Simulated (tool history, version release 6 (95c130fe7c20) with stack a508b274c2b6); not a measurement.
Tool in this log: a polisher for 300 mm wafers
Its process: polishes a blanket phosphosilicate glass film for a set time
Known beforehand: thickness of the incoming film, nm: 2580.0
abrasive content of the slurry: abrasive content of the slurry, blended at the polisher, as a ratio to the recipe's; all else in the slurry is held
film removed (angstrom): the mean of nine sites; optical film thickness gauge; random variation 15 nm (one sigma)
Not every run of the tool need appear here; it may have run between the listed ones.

run,day,flow of slurry (ml/min),pressure of the wafer on the pad (kPa),speed of the pad under the wafer (cm/s),abrasive content of the slurry,polishing time (s),film removed (angstrom)
1,0,310,20.7,80,1,113,5865.6
2,0.325,310,20.7,80,1,113,6098.5
3,0.646,250,20.7,80,1,113,5982.7
4,0.842,250,23.4,84,1,113,6903
5,0.867,250,23.4,84,1,113,6790.7
# day 1.125: slurry blender recalibrated
6,1.125,250,18.6,84,1,113,6209.1

Run 7 comes next. What will it give?
7,1.183,250,21.4,94,1,113,?

Logged for run 7: film removed (angstrom) 7661.6.
